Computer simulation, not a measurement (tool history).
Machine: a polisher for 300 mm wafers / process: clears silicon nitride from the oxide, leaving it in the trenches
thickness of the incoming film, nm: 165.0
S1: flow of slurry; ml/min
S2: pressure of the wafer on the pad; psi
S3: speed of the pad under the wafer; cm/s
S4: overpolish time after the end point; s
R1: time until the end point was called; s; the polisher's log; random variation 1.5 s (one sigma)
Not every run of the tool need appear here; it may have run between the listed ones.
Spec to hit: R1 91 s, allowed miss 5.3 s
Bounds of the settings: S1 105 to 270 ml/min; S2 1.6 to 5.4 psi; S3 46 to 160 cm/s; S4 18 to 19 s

{"run": 1, "day": 0.0, "S1": 175, "S2": 3.5, "S3": 102, "S4": 18, "R1": 126.34}
{"run": 2, "day": 0.146, "S1": 175, "S2": 3.5, "S3": 102, "S4": 19, "R1": 124.36}
{"run": 3, "day": 0.446, "S1": 175, "S2": 4.2, "S3": 102, "S4": 19, "R1": 103.41}
{"run": 4, "day": 0.633, "S1": 175, "S2": 4.2, "S3": 76, "S4": 19, "R1": 137.2}
{"run": 5, "day": 0.779, "S1": 175, "S2": 4.2, "S3": 76, "S4": 18, "R1": 139.08}
{"run": 6, "day": 0.962, "S1": 175, "S2": 4.2, "S3": 94, "S4": 18, "R1": 113.46}
{"run": 7, "day": 1.083, "S1": 175, "S2": 4.3, "S3": 94, "S4": 18, "R1": 112.61}
{"run": 8, "day": 1.271, "S1": 175, "S2": 4.4, "S3": 94, "S4": 18, "R1": 107.92}

4 next moves are on the table. One of them brings every result within its allowed miss. Which?
{"run": "A", "day": 1.458, "S1": 185, "S2": 4.1, "S3": 78, "S4": 18, "R1": "?"}
{"run": "B", "day": 1.458, "S1": 180, "S2": 4.4, "S3": 110, "S4": 18, "R1": "?"}
{"run": "C", "day": 1.458, "S1": 150, "S2": 3.7, "S3": 88, "S4": 18, "R1": "?"}
{"run": "D", "day": 1.458, "S1": 215, "S2": 3.2, "S3": 98, "S4": 19, "R1": "?"}

move=A R1=135.52
move=B R1=91.507
move=C R1=136.64
move=D R1=133.08
A: moves away from the targets compared with the last run
B: all results land within tolerance of their targets
C: moves away from the targets compared with the last run
D: moves away from the targets compared with the last run
B is the move that brings every result within its allowed miss.
